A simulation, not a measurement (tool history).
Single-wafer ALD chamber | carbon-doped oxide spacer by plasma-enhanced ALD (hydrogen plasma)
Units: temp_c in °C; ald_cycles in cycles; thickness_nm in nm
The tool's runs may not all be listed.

run	hour	temp_c	ald_cycles	thickness_nm
1	0	400	269	14.063
2	3.3	400	295	15.37
3	9.6	394	295	15.527
4	18	395	269	14.207
5	26.4	397	250	13.157
6	32.1	398	238	12.513
7	39	399	231	12.122

Predict the results of run 8:
8	42.2	402	214	?

Run 8 measured thickness_nm 11.069 nm.
